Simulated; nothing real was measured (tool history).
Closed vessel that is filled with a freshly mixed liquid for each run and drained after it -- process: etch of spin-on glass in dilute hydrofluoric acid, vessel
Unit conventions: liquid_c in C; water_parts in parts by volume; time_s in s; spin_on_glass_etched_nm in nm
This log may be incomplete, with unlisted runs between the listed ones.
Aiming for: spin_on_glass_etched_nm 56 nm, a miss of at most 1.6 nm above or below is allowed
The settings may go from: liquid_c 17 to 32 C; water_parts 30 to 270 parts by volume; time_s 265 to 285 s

Run 1, hour 0: liquid_c 24 C, water_parts 150 parts by volume, time_s 265 s. Result: spin_on_glass_etched_nm 72.527 nm.
Run 2, hour 1.2: liquid_c 22.5 C, water_parts 150 parts by volume, time_s 265 s. Result: spin_on_glass_etched_nm 68.74 nm.
Run 3, hour 6.7: liquid_c 22.5 C, water_parts 150 parts by volume, time_s 265 s. Result: spin_on_glass_etched_nm 68.781 nm.
Run 4, hour 14.7: liquid_c 21.5 C, water_parts 150 parts by volume, time_s 265 s. Result: spin_on_glass_etched_nm 65.965 nm.
Run 5, hour 16.2: liquid_c 21.5 C, water_parts 150 parts by volume, time_s 285 s. Result: spin_on_glass_etched_nm 70.762 nm.
Run 6, hour 22.7: liquid_c 20.5 C, water_parts 150 parts by volume, time_s 285 s. Result: spin_on_glass_etched_nm 68.447 nm.
Run 7, hour 28.8: liquid_c 19.5 C, water_parts 150 parts by volume, time_s 285 s. Result: spin_on_glass_etched_nm 65.843 nm.
Run 8, hour 34.4: liquid_c 19 C, water_parts 150 parts by volume, time_s 285 s. Result: spin_on_glass_etched_nm 64.788 nm.
Run 9, hour 40.4: liquid_c 18.5 C, water_parts 150 parts by volume, time_s 285 s. Result: spin_on_glass_etched_nm 63.551 nm.

Pick the move, out of 4, that brings all results within their allowed miss; only one does.
Run A, hour 46.4: liquid_c 19.5 C, water_parts 175 parts by volume, time_s 265 s. Result: spin_on_glass_etched_nm ?.
Run B, hour 46.4: liquid_c 23 C, water_parts 180 parts by volume, time_s 265 s. Result: spin_on_glass_etched_nm ?.
Run C, hour 46.4: liquid_c 22.5 C, water_parts 180 parts by volume, time_s 285 s. Result: spin_on_glass_etched_nm ?.
Run D, hour 46.4: liquid_c 17 C, water_parts 155 parts by volume, time_s 265 s. Result: spin_on_glass_etched_nm ?.

move  spin_on_glass_etched_nm
   A                     51.1
   B                   56.578
   C                   59.704
   D                   53.218
A: the result that was furthest off in the last run now lies on the other side of its target
B: hits every target within its allowed miss
C: closer than the last run, but not yet in spec
D: the result that was furthest off in the last run now lies on the other side of its target
Answer: B
